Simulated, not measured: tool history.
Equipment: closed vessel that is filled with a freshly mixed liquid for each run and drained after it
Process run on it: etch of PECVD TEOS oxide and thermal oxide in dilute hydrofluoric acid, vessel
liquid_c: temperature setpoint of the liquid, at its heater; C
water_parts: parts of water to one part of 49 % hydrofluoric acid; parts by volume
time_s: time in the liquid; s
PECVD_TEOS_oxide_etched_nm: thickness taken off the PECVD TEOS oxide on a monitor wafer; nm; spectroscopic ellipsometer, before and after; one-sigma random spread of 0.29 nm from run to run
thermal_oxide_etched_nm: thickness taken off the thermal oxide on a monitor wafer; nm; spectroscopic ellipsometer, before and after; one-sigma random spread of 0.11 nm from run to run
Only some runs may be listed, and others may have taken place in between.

run,hour,liquid_c,water_parts,time_s,PECVD_TEOS_oxide_etched_nm,thermal_oxide_etched_nm
1,0.0,22.0,105,75,11.783,2.7205
2,6.8,23.5,90,80,15.712,3.7209
3,16.2,21.5,90,80,14.567,3.3909
4,18.8,22.5,75,85,19.713,4.6474
5,22.9,24.5,75,85,21.473,5.1462
6,31.4,27.0,75,85,23.615,5.6365
7,36.2,27.5,65,85,28.195,6.6299
8,43.9,27.5,65,85,28.090,6.6372

Run 9 comes next. What will it give?
9,51.1,28.0,60,85,?,?

Run 9 gave PECVD_TEOS_oxide_etched_nm 31.398 nm, thermal_oxide_etched_nm 7.4845 nm.
